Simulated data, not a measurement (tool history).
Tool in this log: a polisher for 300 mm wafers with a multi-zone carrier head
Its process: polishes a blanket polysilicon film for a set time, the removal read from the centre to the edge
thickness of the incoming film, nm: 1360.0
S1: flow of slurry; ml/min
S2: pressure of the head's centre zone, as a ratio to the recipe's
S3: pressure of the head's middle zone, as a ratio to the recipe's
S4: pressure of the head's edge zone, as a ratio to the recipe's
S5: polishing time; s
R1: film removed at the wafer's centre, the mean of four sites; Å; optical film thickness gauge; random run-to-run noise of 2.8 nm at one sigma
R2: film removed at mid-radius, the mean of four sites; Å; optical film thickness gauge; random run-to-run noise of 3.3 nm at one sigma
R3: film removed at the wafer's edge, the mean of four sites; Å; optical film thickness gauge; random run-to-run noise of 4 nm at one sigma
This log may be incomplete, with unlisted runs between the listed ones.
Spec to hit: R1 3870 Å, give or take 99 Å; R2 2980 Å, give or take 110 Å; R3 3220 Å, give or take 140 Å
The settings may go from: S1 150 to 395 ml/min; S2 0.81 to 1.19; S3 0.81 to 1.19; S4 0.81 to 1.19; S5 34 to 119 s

Run 1, day 0: S1 250 ml/min, S2 1, S3 1, S4 1, S5 76 s. Result: R1 4706.7 Å, R2 4750.9 Å, R3 4825.6 Å.
Run 2, day 0.158: S1 250 ml/min, S2 1.03, S3 0.96, S4 0.96, S5 69 s. Result: R1 4403.2 Å, R2 4067.5 Å, R3 4203 Å.
Run 3, day 0.342: S1 245 ml/min, S2 1.04, S3 0.93, S4 0.92, S5 66 s. Result: R1 4228.2 Å, R2 3839.3 Å, R3 4005.9 Å.
Run 4, day 0.45: S1 245 ml/min, S2 1.06, S3 0.91, S4 0.9, S5 63 s. Result: R1 4108.6 Å, R2 3624.4 Å, R3 3764 Å.
Run 5, day 0.742: S1 245 ml/min, S2 1.06, S3 0.91, S4 0.95, S5 63 s. Result: R1 4080 Å, R2 3626.4 Å, R3 3806.3 Å.
Run 6, day 1.058: S1 240 ml/min, S2 1.08, S3 0.88, S4 0.94, S5 61 s. Result: R1 4097.3 Å, R2 3391.8 Å, R3 3735.1 Å.
Run 7, day 1.267: S1 240 ml/min, S2 1.09, S3 0.87, S4 0.91, S5 59 s. Result: R1 4017.6 Å, R2 3251.5 Å, R3 3597.4 Å.
Run 8, day 1.588: S1 215 ml/min, S2 1.13, S3 0.86, S4 0.81, S5 53 s. Result: R1 3689.1 Å, R2 2887.5 Å, R3 3012.9 Å.

5 candidate next runs follow, results not yet known. Just one meets every target within its allowed miss. Identify it.
Run A, day 1.908: S1 200 ml/min, S2 1.14, S3 0.84, S4 0.82, S5 56 s. Result: R1 ?, R2 ?, R3 ?.
Run B, day 1.908: S1 215 ml/min, S2 1.19, S3 0.92, S4 0.81, S5 47 s. Result: R1 ?, R2 ?, R3 ?.
Run C, day 1.908: S1 190 ml/min, S2 1.05, S3 0.81, S4 0.92, S5 55 s. Result: R1 ?, R2 ?, R3 ?.
Run D, day 1.908: S1 215 ml/min, S2 1.08, S3 0.81, S4 0.89, S5 54 s. Result: R1 ?, R2 ?, R3 ?.
Run E, day 1.908: S1 190 ml/min, S2 1.08, S3 0.87, S4 0.89, S5 57 s. Result: R1 ?, R2 ?, R3 ?.

move      R1      R2      R3
   A  3855.4  2898.5    3135
   B  3416.5    2647  2632.8
   C  3457.3  2744.8  3227.5
   D  3557.4  2739.7  3159.5
   E  3687.7  3015.8  3291.7
A: each result inside its tolerance
B: further off than the last run
C: further off than the last run
D: further off than the last run
E: no nearer and no further than the last run
So the answer is move A, the one that meets all the targets.

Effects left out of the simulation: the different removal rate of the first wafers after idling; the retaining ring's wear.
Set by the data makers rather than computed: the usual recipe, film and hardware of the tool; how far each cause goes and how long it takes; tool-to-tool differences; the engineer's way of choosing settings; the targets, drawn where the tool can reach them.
